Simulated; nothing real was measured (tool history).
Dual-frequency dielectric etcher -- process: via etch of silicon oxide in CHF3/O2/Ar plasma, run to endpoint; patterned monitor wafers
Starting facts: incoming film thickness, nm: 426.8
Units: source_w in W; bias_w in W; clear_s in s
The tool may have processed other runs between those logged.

{"run": 1, "hour": 0.0, "source_w": 700, "bias_w": 145, "clear_s": 240.58}
{"run": 2, "hour": 7.0, "source_w": 730, "bias_w": 146, "clear_s": 237.15}
{"run": 3, "hour": 13.9, "source_w": 730, "bias_w": 126, "clear_s": 249.53}
{"run": 4, "hour": 18.0, "source_w": 730, "bias_w": 110, "clear_s": 258.66}
{"run": 5, "hour": 19.9, "source_w": 620, "bias_w": 110, "clear_s": 276.73}
{"run": 6, "hour": 28.5, "source_w": 730, "bias_w": 110, "clear_s": 259.41}
{"run": 7, "hour": 34.3, "source_w": 780, "bias_w": 111, "clear_s": 249.77}

Run 8 is up next; what results do you expect?
{"run": 8, "hour": 39.5, "source_w": 820, "bias_w": 112, "clear_s": "?"}

{"run 8": {"clear_s": 244.88}}
